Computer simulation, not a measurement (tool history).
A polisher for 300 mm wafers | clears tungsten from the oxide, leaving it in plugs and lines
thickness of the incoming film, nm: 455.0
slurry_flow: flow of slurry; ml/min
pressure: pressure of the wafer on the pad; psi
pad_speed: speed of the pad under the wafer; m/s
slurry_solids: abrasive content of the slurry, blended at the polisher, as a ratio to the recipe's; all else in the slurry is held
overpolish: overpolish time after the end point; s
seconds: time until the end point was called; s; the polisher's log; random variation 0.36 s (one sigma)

| run | day | slurry_flow | pressure | pad_speed | slurry_solids | overpolish | seconds |
|---|---|---|---|---|---|---|---|
| 1 | 0 | 270 | 4.7 | 0.98 | 1 | 7 | 67.067 |
| 2 | 0.375 | 270 | 5 | 0.98 | 1 | 7 | 62.633 |
| 3 | 0.429 | 270 | 5.6 | 0.98 | 1 | 7 | 56.266 |
| 4 | 0.454 | 270 | 5.8 | 0.98 | 1 | 7 | 54.665 |
| 5 | 0.788 | 270 | 6 | 0.98 | 1 | 7 | 53.039 |
| 6 | 1.029 | 270 | 6.2 | 0.98 | 1 | 7 | 50.903 |
| 7 | 1.1 | 270 | 6.3 | 0.98 | 1 | 7 | 49.577 |
| 8 | 1.333 | 270 | 6.4 | 0.98 | 1 | 7 | 49.04 |
| 9 | 1.538 | 270 | 6.5 | 0.98 | 1 | 7 | 48.881 |
| 10 | 1.867 | 270 | 6.6 | 0.98 | 1 | 7 | 47.578 |
| 11 | 2.012 | 270 | 6.7 | 0.98 | 1 | 7 | 46.888 |

Run 12 comes next. What will it give?
| 12 | 2.388 | 270 | 6.8 | 0.98 | 1 | 7 | ? |

Run 12 gave seconds 46.579 s.
